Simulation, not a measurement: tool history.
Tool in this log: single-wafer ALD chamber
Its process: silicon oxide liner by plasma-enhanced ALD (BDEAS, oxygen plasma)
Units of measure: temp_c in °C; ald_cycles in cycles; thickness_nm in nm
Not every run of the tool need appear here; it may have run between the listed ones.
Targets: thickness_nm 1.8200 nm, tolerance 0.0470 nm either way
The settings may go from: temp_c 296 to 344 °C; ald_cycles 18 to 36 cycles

| run | hour | temp_c | ald_cycles | thickness_nm |
|---|---|---|---|---|
| 1 | 0.0 | 320 | 27 | 2.4705 |
| 2 | 8.5 | 327 | 27 | 2.4365 |
| 3 | 17.1 | 320 | 27 | 2.4656 |
| 4 | 18.1 | 321 | 24 | 2.1890 |
| 5 | 21.8 | 322 | 22 | 2.0194 |
| 6 | 26.6 | 322 | 24 | 2.2099 |
| 7 | 34.9 | 323 | 22 | 2.0036 |
| 8 | 43.0 | 324 | 21 | 1.9131 |
| 9 | 50.7 | 325 | 21 | 1.9130 |
| 10 | 53.1 | 326 | 21 | 1.9141 |
| 11 | 56.9 | 327 | 21 | 1.8857 |

Which one of the following 5 next-run settings gets every result inside its allowed miss? There is exactly one.
| A | 60.7 | 323 | 21 | ? |
| B | 60.7 | 329 | 20 | ? |
| C | 60.7 | 321 | 21 | ? |
| D | 60.7 | 337 | 22 | ? |
| E | 60.7 | 333 | 22 | ? |

| move | thickness_nm |
|---|---|
| A | 1.9122 |
| B | 1.8072 |
| C | 1.9170 |
| D | 1.9676 |
| E | 1.9778 |
A: its largest miss is bigger than the last run's
B: hits every target within its allowed miss
C: its largest miss is bigger than the last run's
D: its largest miss is bigger than the last run's
E: its largest miss is bigger than the last run's
The right move is B.

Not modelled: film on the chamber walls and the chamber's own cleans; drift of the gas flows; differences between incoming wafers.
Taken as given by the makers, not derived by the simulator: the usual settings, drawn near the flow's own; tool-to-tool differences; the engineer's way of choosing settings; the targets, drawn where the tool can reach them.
